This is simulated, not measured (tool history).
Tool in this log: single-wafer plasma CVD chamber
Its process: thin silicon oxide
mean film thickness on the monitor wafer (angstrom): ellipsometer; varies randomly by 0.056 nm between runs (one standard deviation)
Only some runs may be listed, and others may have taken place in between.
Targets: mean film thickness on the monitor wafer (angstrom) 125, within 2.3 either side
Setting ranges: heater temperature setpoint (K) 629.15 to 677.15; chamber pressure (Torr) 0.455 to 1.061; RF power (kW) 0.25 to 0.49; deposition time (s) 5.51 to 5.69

run	hour	heater temperature setpoint (K)	chamber pressure (Torr)	RF power (kW)	deposition time (s)	mean film thickness on the monitor wafer (angstrom)
1	0	653.15	0.758	0.37	5.51	109.41
2	3.8	653.15	0.699	0.37	5.51	102.62
3	7.3	653.15	0.735	0.37	5.51	107.72
4	15.3	653.15	0.761	0.37	5.51	110.41
5	20.2	653.15	0.783	0.37	5.51	113.7
6	24.6	653.15	0.799	0.37	5.51	114.5
7	29.2	653.15	0.816	0.37	5.51	116.32
8	35.5	653.15	0.831	0.37	5.51	117.47
9	39.2	653.15	0.844	0.37	5.51	118.75

Pick the move, out of 5, that brings all results within their allowed miss; only one does.
A	42.9	677.15	0.799	0.39	5.69	?
B	42.9	654.15	0.832	0.375	5.54	?
C	42.9	642.15	0.805	0.365	5.51	?
D	42.9	654.15	0.915	0.34	5.62	?
E	42.9	645.15	0.748	0.41	5.51	?

move	mean film thickness on the monitor wafer (angstrom)
A	117.97
B	118.9
C	115.35
D	125.59
E	112.29
A: moves away from the targets compared with the last run
B: roughly where the last run was
C: moves away from the targets compared with the last run
D: hits every target within its allowed miss
E: moves away from the targets compared with the last run
So the answer is move D, the one that meets all the targets.
